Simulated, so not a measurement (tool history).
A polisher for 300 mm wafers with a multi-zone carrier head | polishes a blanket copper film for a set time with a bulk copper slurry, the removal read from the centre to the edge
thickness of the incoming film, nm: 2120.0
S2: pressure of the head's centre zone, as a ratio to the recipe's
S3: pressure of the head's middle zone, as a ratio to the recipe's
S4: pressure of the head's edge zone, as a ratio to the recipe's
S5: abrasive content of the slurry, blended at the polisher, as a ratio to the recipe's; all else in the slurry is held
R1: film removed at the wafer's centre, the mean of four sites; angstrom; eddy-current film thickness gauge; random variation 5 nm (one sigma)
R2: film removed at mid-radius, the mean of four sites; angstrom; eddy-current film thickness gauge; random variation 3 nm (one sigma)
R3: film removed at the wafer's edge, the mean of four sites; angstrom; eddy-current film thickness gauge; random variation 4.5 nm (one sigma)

Run 1, hour 0.0: flow of slurry (ml/min) 275, S2 1.00, S3 1.00, S4 1.00, S5 1.00, polishing time (s) 66. Result: R1 7091.9 angstrom, R2 6897.7 angstrom, R3 6790.3 angstrom.
Run 2, hour 3.0: flow of slurry (ml/min) 275, S2 1.00, S3 1.00, S4 1.00, S5 0.80, polishing time (s) 66. Result: R1 6746.9 angstrom, R2 6670.2 angstrom, R3 6655.6 angstrom.
Run 3, hour 8.8: flow of slurry (ml/min) 270, S2 0.99, S3 0.97, S4 0.97, S5 0.75, polishing time (s) 60. Result: R1 6131.4 angstrom, R2 5906.4 angstrom, R3 5905.3 angstrom.
Run 4, hour 16.3: flow of slurry (ml/min) 265, S2 0.97, S3 0.94, S4 0.96, S5 0.70, polishing time (s) 55. Result: R1 5323.0 angstrom, R2 5194.0 angstrom, R3 5443.9 angstrom.
Run 5, hour 18.5: flow of slurry (ml/min) 265, S2 0.97, S3 0.92, S4 0.94, S5 0.65, polishing time (s) 51. Result: R1 4906.4 angstrom, R2 4712.1 angstrom, R3 4910.6 angstrom.
Run 6, hour 25.8: flow of slurry (ml/min) 265, S2 0.97, S3 0.92, S4 0.94, S5 0.80, polishing time (s) 51. Result: R1 5108.3 angstrom, R2 4922.3 angstrom, R3 4984.4 angstrom.
Run 7, hour 29.9: flow of slurry (ml/min) 260, S2 0.96, S3 0.90, S4 0.92, S5 0.75, polishing time (s) 49. Result: R1 4680.8 angstrom, R2 4495.9 angstrom, R3 4697.5 angstrom.
Run 8, hour 33.9: flow of slurry (ml/min) 255, S2 0.95, S3 0.88, S4 0.90, S5 0.70, polishing time (s) 48. Result: R1 4638.2 angstrom, R2 4338.8 angstrom, R3 4468.0 angstrom.
Run 9, hour 39.9: flow of slurry (ml/min) 250, S2 0.93, S3 0.86, S4 0.89, S5 0.65, polishing time (s) 48. Result: R1 4462.3 angstrom, R2 4125.9 angstrom, R3 4421.7 angstrom.
Run 10, hour 43.0: flow of slurry (ml/min) 245, S2 0.91, S3 0.85, S4 0.87, S5 0.65, polishing time (s) 48. Result: R1 4249.7 angstrom, R2 4159.9 angstrom, R3 4373.8 angstrom.
Run 11, hour 50.7: flow of slurry (ml/min) 240, S2 0.91, S3 0.84, S4 0.86, S5 0.60, polishing time (s) 48. Result: R1 4236.8 angstrom, R2 4083.8 angstrom, R3 4264.7 angstrom.
Run 12, hour 52.0: flow of slurry (ml/min) 240, S2 0.91, S3 0.83, S4 0.86, S5 0.60, polishing time (s) 47. Result: R1 4199.9 angstrom, R2 3904.6 angstrom, R3 4259.2 angstrom.
Run 13, hour 57.0: flow of slurry (ml/min) 240, S2 0.91, S3 0.83, S4 0.86, S5 0.60, polishing time (s) 47. Result: R1 4139.0 angstrom, R2 3858.8 angstrom, R3 4226.5 angstrom.

Run 14 comes next. What will it give?
Run 14, hour 64.4: flow of slurry (ml/min) 235, S2 0.91, S3 0.83, S4 0.85, S5 0.60, polishing time (s) 47. Result: R1 ?, R2 ?, R3 ?.

{"run 14": {"R1": 4214.0, "R2": 3923.2, "R3": 4159.6}}
